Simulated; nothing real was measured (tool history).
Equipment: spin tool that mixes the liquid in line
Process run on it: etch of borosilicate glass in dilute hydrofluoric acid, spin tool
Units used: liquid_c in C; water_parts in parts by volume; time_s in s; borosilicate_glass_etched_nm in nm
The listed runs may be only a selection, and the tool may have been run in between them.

run 1 day=0 | liquid_c=21 water_parts=70 time_s=290 | borosilicate_glass_etched_nm=95.179
run 2 day=0.071 | liquid_c=21 water_parts=70 time_s=290 | borosilicate_glass_etched_nm=93.743
run 3 day=0.421 | liquid_c=23.5 water_parts=60 time_s=290 | borosilicate_glass_etched_nm=123.17
run 4 day=0.717 | liquid_c=25 water_parts=50 time_s=290 | borosilicate_glass_etched_nm=160.58
run 5 day=0.954 | liquid_c=28.5 water_parts=50 time_s=290 | borosilicate_glass_etched_nm=181.15
run 6 day=1.108 | liquid_c=28.5 water_parts=45 time_s=290 | borosilicate_glass_etched_nm=208.5

What will run 7 give?
run 7 day=1.279 | liquid_c=29 water_parts=45 time_s=290 | borosilicate_glass_etched_nm=?

borosilicate_glass_etched_nm: 211.25 nm
